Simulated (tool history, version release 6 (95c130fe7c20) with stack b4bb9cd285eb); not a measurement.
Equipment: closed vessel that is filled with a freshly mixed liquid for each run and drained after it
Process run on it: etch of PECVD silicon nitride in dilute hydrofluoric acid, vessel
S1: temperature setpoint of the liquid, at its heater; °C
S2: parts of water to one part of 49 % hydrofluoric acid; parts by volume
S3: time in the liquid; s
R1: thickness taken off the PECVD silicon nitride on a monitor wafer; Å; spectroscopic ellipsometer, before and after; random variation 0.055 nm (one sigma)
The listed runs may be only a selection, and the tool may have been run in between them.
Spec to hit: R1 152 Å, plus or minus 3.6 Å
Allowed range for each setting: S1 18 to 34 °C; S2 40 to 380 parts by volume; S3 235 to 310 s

run	day	S1	S2	S3	R1
1	0	26	210	310	85.681
2	0.058	27	205	310	92.983
3	0.154	30	205	310	111.62
4	0.196	30.5	205	310	115.96
5	0.275	31	205	310	119.13
6	0.604	31.5	205	310	123.17
7	0.825	32	205	310	125.61
8	1.138	32.5	205	310	130.37
# day 1.462: thermometer replaced
9	1.462	34	190	310	163.04
10	1.683	33.5	190	310	158.6

Exercise: of the 4 proposed moves below, exactly one satisfies all targets within the stated allowed misses. Which move is it?
A	1.904	33	155	245	?
B	1.904	31.5	150	285	?
C	1.904	34	185	310	?
D	1.904	33.5	165	295	?

move	R1
A	151.29
B	166.36
C	169.07
D	175.92
A: all results in spec
B: lands further from the targets than the last run did
C: lands further from the targets than the last run did
D: lands further from the targets than the last run did
So the answer is move A, the one that meets all the targets.
